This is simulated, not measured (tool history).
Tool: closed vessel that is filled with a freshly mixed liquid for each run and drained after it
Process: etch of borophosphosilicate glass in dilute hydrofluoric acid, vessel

| run | hour | temperature setpoint of the liquid (°C) | parts of water to one part of 49 % hydrofluoric acid (parts by volume) | time in the liquid (s) | thickness taken off the borophosphosilicate glass on a monitor wafer (nm) |
|---|---|---|---|---|---|
| 1 | 0.0 | 22.0 | 175 | 120 | 27.225 |
| 2 | 2.6 | 23.0 | 155 | 120 | 32.543 |
| 3 | 11.1 | 24.0 | 135 | 120 | 39.426 |
| 4 | 17.8 | 22.5 | 135 | 120 | 37.513 |
| 5 | 19.5 | 22.5 | 100 | 120 | 52.834 |
| 6 | 22.1 | 26.0 | 100 | 120 | 60.345 |
| 7 | 25.6 | 26.5 | 95 | 120 | 65.118 |
| 8 | 28.8 | 27.0 | 90 | 120 | 70.581 |
| 9 | 32.6 | 27.5 | 90 | 120 | 72.397 |

Run 10 comes next. What will it give?
| 10 | 40.0 | 28.0 | 90 | 120 | ? |

thickness taken off the borophosphosilicate glass on a monitor wafer (nm): 73.553
